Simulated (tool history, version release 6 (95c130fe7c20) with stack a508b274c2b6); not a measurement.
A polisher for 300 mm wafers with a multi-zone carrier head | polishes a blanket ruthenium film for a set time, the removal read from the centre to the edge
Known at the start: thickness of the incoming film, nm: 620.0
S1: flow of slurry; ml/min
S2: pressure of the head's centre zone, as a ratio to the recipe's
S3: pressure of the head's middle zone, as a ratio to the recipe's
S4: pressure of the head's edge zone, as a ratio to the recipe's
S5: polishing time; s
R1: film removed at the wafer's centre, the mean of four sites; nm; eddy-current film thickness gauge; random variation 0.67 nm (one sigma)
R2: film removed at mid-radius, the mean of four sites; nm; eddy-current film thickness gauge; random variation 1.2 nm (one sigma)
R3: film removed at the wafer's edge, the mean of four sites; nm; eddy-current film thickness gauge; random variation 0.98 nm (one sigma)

run	hour	S1	S2	S3	S4	S5	R1	R2	R3
1	0.0	300	1.00	1.00	1.00	82	134.120	129.49	131.230
2	1.5	300	1.00	1.06	1.00	82	134.420	132.22	134.070
3	5.8	300	1.00	1.06	1.00	95	151.050	154.49	148.760
4	7.4	365	1.00	1.06	1.00	95	156.780	157.11	151.440
5	13.5	365	0.96	1.07	0.95	75	119.830	121.95	120.980
6	15.7	365	0.96	1.07	0.88	75	121.410	125.95	115.930

Run 7 comes next. What will it give?
7	23.4	365	0.93	1.07	0.86	63	?	?	?

{"run 7": {"R1": 98.535, "R2": 104.25, "R3": 98.037}}

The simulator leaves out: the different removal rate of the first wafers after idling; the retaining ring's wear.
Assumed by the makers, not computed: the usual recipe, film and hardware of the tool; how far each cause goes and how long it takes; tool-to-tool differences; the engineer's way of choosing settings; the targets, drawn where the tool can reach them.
